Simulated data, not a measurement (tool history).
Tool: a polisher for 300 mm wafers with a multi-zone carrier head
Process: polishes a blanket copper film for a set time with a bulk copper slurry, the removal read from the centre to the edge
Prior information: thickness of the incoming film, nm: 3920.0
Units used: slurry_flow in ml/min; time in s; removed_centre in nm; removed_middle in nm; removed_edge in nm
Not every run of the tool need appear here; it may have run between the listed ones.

run,day,slurry_flow,centre_zone,middle_zone,edge_zone,slurry_solids,time,removed_centre,removed_middle,removed_edge
1,0.000,170,1.00,1.00,1.00,1.00,36,443.84,431.76,462.86
2,0.042,130,1.00,1.00,1.00,1.00,36,430.63,415.10,435.53
3,0.100,125,1.01,1.00,0.97,0.95,36,422.49,407.33,417.76
4,0.171,150,1.01,1.00,0.97,0.95,36,435.35,423.10,436.03
5,0.379,140,1.03,0.99,0.94,0.90,36,435.56,401.81,420.48
6,0.754,135,1.04,1.00,0.92,0.85,36,423.86,402.32,404.78
7,0.833,130,1.06,1.00,0.90,0.80,36,427.26,394.79,396.79
8,1.192,140,1.13,1.06,0.81,0.55,34,383.47,352.18,321.38
9,1.225,150,1.13,1.06,0.82,0.55,34,392.98,358.14,318.36
10,1.433,150,1.13,1.06,0.84,0.55,34,385.68,351.20,327.07
11,1.558,155,1.13,1.06,0.84,0.55,34,390.74,354.23,326.65
12,1.775,155,1.13,1.06,0.84,0.55,34,388.98,354.32,328.32
13,1.954,160,1.13,1.06,0.84,0.55,34,392.56,358.66,331.17
14,2.108,165,1.13,1.06,0.84,0.55,34,396.71,357.96,329.07
15,2.246,170,1.13,1.06,0.85,0.55,34,395.03,360.91,335.18
16,2.583,175,1.14,1.06,0.85,0.55,34,402.55,363.52,333.14

Run 17, settings as shown, results not yet in. Your forecast:
17,2.696,180,1.14,1.06,0.85,0.55,34,?,?,?

removed_centre: 400.05 nm
removed_middle: 363.65 nm
removed_edge: 339.38 nm
